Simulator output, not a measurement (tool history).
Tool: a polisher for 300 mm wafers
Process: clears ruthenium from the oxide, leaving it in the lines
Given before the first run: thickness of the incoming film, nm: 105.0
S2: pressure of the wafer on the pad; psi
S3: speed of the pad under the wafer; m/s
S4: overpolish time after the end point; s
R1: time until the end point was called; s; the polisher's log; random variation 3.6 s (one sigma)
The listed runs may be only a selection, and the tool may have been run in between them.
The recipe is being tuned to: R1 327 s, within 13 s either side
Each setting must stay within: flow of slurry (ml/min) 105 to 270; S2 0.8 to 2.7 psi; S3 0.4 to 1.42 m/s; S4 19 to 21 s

{"run": 1, "hour": 0.0, "flow of slurry (ml/min)": 175, "S2": 1.7, "S3": 0.9, "S4": 19, "R1": 165.03}
{"run": 2, "hour": 8.9, "flow of slurry (ml/min)": 175, "S2": 1.5, "S3": 0.9, "S4": 19, "R1": 179.33}
{"run": 3, "hour": 13.1, "flow of slurry (ml/min)": 170, "S2": 1.3, "S3": 0.82, "S4": 19, "R1": 218.88}
{"run": 4, "hour": 17.1, "flow of slurry (ml/min)": 170, "S2": 1.3, "S3": 0.82, "S4": 21, "R1": 218.38}
{"run": 5, "hour": 23.0, "flow of slurry (ml/min)": 195, "S2": 1.3, "S3": 0.82, "S4": 21, "R1": 214.26}
{"run": 6, "hour": 29.8, "flow of slurry (ml/min)": 190, "S2": 1.1, "S3": 0.78, "S4": 21, "R1": 240.9}
{"run": 7, "hour": 38.4, "flow of slurry (ml/min)": 180, "S2": 1, "S3": 0.74, "S4": 21, "R1": 278.13}
{"run": 8, "hour": 45.4, "flow of slurry (ml/min)": 170, "S2": 0.9, "S3": 0.74, "S4": 21, "R1": 300.67}
{"run": 9, "hour": 53.8, "flow of slurry (ml/min)": 160, "S2": 0.9, "S3": 0.74, "S4": 21, "R1": 299.76}
{"run": 10, "hour": 58.2, "flow of slurry (ml/min)": 155, "S2": 0.9, "S3": 0.74, "S4": 21, "R1": 304.52}
{"run": 11, "hour": 59.6, "flow of slurry (ml/min)": 150, "S2": 0.9, "S3": 0.74, "S4": 21, "R1": 304.02}

Consider the 5 candidate settings below. Which is the only one whose results all fall within their allowed miss of target?
{"run": "A", "hour": 61.0, "flow of slurry (ml/min)": 155, "S2": 1.1, "S3": 0.68, "S4": 21, "R1": "?"}
{"run": "B", "hour": 61.0, "flow of slurry (ml/min)": 145, "S2": 1.1, "S3": 0.72, "S4": 20, "R1": "?"}
{"run": "C", "hour": 61.0, "flow of slurry (ml/min)": 120, "S2": 0.8, "S3": 0.76, "S4": 21, "R1": "?"}
{"run": "D", "hour": 61.0, "flow of slurry (ml/min)": 205, "S2": 1.1, "S3": 0.62, "S4": 21, "R1": "?"}
{"run": "E", "hour": 61.0, "flow of slurry (ml/min)": 145, "S2": 0.9, "S3": 0.82, "S4": 21, "R1": "?"}

move=A R1=288.66
move=B R1=276.04
move=C R1=325.72
move=D R1=303.67
move=E R1=274.48
A: lands further from the targets than the last run did
B: lands further from the targets than the last run did
C: every result within its allowed miss
D: just as far off the targets as the last run
E: lands further from the targets than the last run did
Answer: C

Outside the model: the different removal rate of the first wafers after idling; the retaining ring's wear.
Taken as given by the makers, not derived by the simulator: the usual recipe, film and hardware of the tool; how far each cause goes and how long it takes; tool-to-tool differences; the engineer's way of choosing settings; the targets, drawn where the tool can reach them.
